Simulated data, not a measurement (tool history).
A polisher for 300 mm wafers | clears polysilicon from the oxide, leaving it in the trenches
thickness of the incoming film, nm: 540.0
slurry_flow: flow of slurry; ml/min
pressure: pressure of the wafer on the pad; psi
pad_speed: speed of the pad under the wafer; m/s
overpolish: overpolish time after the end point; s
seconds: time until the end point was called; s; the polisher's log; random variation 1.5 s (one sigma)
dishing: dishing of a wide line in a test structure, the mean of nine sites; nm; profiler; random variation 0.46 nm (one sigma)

Run 1, hour 0: slurry_flow 135 ml/min, pressure 3.4 psi, pad_speed 0.92 m/s, overpolish 13 s. Result: seconds 39.374 s, dishing 32.181 nm.
Run 2, hour 6.4: slurry_flow 135 ml/min, pressure 3.4 psi, pad_speed 0.92 m/s, overpolish 8 s. Result: seconds 40.108 s, dishing 30.968 nm.
Run 3, hour 8: slurry_flow 135 ml/min, pressure 3.4 psi, pad_speed 0.92 m/s, overpolish 4 s. Result: seconds 40.586 s, dishing 25.608 nm.
Run 4, hour 13.3: slurry_flow 135 ml/min, pressure 3.4 psi, pad_speed 0.92 m/s, overpolish 6 s. Result: seconds 39.378 s, dishing 28.957 nm.
Run 5, hour 15.1: slurry_flow 135 ml/min, pressure 3.4 psi, pad_speed 0.92 m/s, overpolish 11 s. Result: seconds 39.531 s, dishing 31.441 nm.
Run 6, hour 15.8: slurry_flow 135 ml/min, pressure 3.2 psi, pad_speed 0.9 m/s, overpolish 11 s. Result: seconds 42.647 s, dishing 30.742 nm.
Run 7, hour 17.1: slurry_flow 135 ml/min, pressure 3 psi, pad_speed 0.88 m/s, overpolish 12 s. Result: seconds 46.948 s, dishing 32.098 nm.

The next listed run, before its measurement:
Run 8, hour 18.8: slurry_flow 135 ml/min, pressure 2.8 psi, pad_speed 0.86 m/s, overpolish 12 s. Result: seconds ?, dishing ?.

Run 8 gave seconds 51.308 s, dishing 31.89 nm.
